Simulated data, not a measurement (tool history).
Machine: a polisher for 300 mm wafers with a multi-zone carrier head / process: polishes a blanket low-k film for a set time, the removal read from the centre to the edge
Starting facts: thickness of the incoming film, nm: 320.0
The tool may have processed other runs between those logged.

run	hour	flow of slurry (ml/min)	pressure of the head's centre zone	pressure of the head's middle zone	pressure of the head's edge zone	abrasive content of the slurry	polishing time (s)	film removed at the wafer's centre (angstrom)	film removed at mid-radius (angstrom)	film removed at the wafer's edge (angstrom)
1	0.0	175	1.00	1.00	1.00	1.00	56	213.07	210.70	219.21
2	1.9	175	1.00	1.04	1.00	1.00	56	210.94	218.93	220.36
3	4.4	170	0.98	1.01	0.96	0.85	55	188.60	192.18	188.51
4	13.3	160	0.94	0.96	0.93	0.80	55	169.58	176.30	181.22
5	18.9	160	0.94	0.99	0.93	0.80	55	171.80	180.71	183.05
6	26.2	160	0.94	0.99	0.99	0.80	55	169.21	180.29	184.63

Run 7 comes next. What will it give?
7	29.5	160	0.94	0.96	0.96	0.70	55	?	?	?

{"run 7": {"film removed at the wafer's centre (angstrom)": 157.93, "film removed at mid-radius (angstrom)": 159.3, "film removed at the wafer's edge (angstrom)": 170.52}}

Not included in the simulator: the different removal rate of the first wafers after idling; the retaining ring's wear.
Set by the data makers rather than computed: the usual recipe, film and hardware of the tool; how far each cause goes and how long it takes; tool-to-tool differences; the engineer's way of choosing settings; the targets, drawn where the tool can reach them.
